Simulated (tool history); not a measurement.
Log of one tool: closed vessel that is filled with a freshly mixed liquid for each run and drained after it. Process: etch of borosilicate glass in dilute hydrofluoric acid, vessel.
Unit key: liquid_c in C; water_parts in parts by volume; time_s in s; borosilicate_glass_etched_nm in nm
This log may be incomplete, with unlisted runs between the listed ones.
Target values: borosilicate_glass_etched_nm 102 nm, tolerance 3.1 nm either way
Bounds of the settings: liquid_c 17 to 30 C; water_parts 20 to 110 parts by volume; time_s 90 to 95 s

Run 1, hour 0: liquid_c 22 C, water_parts 60 parts by volume, time_s 90 s. Result: borosilicate_glass_etched_nm 65.032 nm.
Run 2, hour 8.2: liquid_c 22 C, water_parts 60 parts by volume, time_s 90 s. Result: borosilicate_glass_etched_nm 66.167 nm.
Run 3, hour 11.3: liquid_c 22 C, water_parts 60 parts by volume, time_s 90 s. Result: borosilicate_glass_etched_nm 64.568 nm.
Run 4, hour 15: liquid_c 22 C, water_parts 45 parts by volume, time_s 90 s. Result: borosilicate_glass_etched_nm 89.011 nm.
Run 5, hour 20.4: liquid_c 22.5 C, water_parts 45 parts by volume, time_s 90 s. Result: borosilicate_glass_etched_nm 90.896 nm.
Run 6, hour 22.6: liquid_c 22.5 C, water_parts 35 parts by volume, time_s 90 s. Result: borosilicate_glass_etched_nm 118.36 nm.
Run 7, hour 25.4: liquid_c 22 C, water_parts 35 parts by volume, time_s 90 s. Result: borosilicate_glass_etched_nm 116.23 nm.
Run 8, hour 32.1: liquid_c 21.5 C, water_parts 35 parts by volume, time_s 90 s. Result: borosilicate_glass_etched_nm 113.27 nm.
Run 9, hour 36.7: liquid_c 21 C, water_parts 35 parts by volume, time_s 90 s. Result: borosilicate_glass_etched_nm 111.44 nm.
Run 10, hour 41.3: liquid_c 20.5 C, water_parts 35 parts by volume, time_s 90 s. Result: borosilicate_glass_etched_nm 107.73 nm.

Next run, 4 choices. One meets every target within its allowed miss, the rest don't. Which?
Run A, hour 45.9: liquid_c 24 C, water_parts 40 parts by volume, time_s 90 s. Result: borosilicate_glass_etched_nm ?.
Run B, hour 45.9: liquid_c 21 C, water_parts 40 parts by volume, time_s 95 s. Result: borosilicate_glass_etched_nm ?.
Run C, hour 45.9: liquid_c 21.5 C, water_parts 35 parts by volume, time_s 90 s. Result: borosilicate_glass_etched_nm ?.
Run D, hour 45.9: liquid_c 21 C, water_parts 35 parts by volume, time_s 90 s. Result: borosilicate_glass_etched_nm ?.

move  borosilicate_glass_etched_nm
   A                        110.71
   B                        103.04
   C                        114.67
   D                        112.25
A: misses by more than the last run did
B: meets every target
C: misses by more than the last run did
D: misses by more than the last run did
Move B is the one to make.
